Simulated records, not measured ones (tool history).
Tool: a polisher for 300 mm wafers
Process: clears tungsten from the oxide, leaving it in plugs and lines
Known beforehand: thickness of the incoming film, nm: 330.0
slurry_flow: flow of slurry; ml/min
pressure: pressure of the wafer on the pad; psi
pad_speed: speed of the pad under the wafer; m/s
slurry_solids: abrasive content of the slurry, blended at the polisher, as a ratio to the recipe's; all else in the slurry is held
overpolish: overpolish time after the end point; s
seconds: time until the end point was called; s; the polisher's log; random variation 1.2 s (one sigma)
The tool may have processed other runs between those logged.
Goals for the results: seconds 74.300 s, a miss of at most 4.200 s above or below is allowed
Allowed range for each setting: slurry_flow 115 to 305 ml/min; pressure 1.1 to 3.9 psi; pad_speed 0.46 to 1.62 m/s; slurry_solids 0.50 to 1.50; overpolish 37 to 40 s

run	hour	slurry_flow	pressure	pad_speed	slurry_solids	overpolish	seconds
1	0.0	195	2.5	1.04	1.00	37	120.010
2	4.8	195	2.5	1.04	1.00	40	119.380
3	7.9	195	2.6	1.04	1.00	40	113.380
4	16.0	195	2.7	1.04	1.00	40	113.000
5	23.1	195	2.7	1.04	1.00	40	111.130
6	26.2	195	2.8	1.04	1.00	40	110.320
7	27.7	195	2.9	1.06	1.00	40	102.380
8	33.2	195	3.0	1.06	1.00	40	99.697
9	35.0	195	3.1	1.06	1.00	40	96.915

4 next moves are on the table. One of them brings every result within its allowed miss. Which?
A	36.8	260	2.7	1.54	1.15	38	?
B	36.8	210	3.7	1.34	1.00	37	?
C	36.8	205	3.7	0.70	1.05	40	?
D	36.8	190	3.4	1.42	1.00	40	?

move	seconds
A	72.850
B	64.590
C	118.960
D	67.112
A: hits every target within its allowed miss
B: takes the biggest miss from the last run beyond its target
C: moves away from the targets compared with the last run
D: takes the biggest miss from the last run beyond its target
The right move is A.

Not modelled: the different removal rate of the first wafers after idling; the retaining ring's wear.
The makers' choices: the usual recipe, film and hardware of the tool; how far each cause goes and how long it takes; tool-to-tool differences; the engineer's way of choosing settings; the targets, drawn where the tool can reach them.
